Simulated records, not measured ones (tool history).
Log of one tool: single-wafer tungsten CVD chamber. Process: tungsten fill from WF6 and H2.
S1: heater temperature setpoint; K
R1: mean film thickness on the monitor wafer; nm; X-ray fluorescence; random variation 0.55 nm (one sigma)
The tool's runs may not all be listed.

{"run": 1, "day": 0.0, "S1": 663.15, "chamber pressure (mTorr)": 40000, "deposition time (s)": 26.1, "R1": 70.429}
{"run": 2, "day": 0.362, "S1": 663.15, "chamber pressure (mTorr)": 40000, "deposition time (s)": 27.0, "R1": 72.034}
{"run": 3, "day": 0.725, "S1": 672.15, "chamber pressure (mTorr)": 40000, "deposition time (s)": 27.0, "R1": 84.03}
{"run": 4, "day": 0.808, "S1": 672.15, "chamber pressure (mTorr)": 40000, "deposition time (s)": 27.0, "R1": 84.61}
{"run": 5, "day": 1.129, "S1": 676.15, "chamber pressure (mTorr)": 40100, "deposition time (s)": 27.0, "R1": 89.631}
{"run": 6, "day": 1.275, "S1": 679.15, "chamber pressure (mTorr)": 40200, "deposition time (s)": 27.0, "R1": 94.609}

The next listed run, before its measurement:
{"run": 7, "day": 1.388, "S1": 681.15, "chamber pressure (mTorr)": 40300, "deposition time (s)": 27.0, "R1": "?"}

R1: 98.572 nm

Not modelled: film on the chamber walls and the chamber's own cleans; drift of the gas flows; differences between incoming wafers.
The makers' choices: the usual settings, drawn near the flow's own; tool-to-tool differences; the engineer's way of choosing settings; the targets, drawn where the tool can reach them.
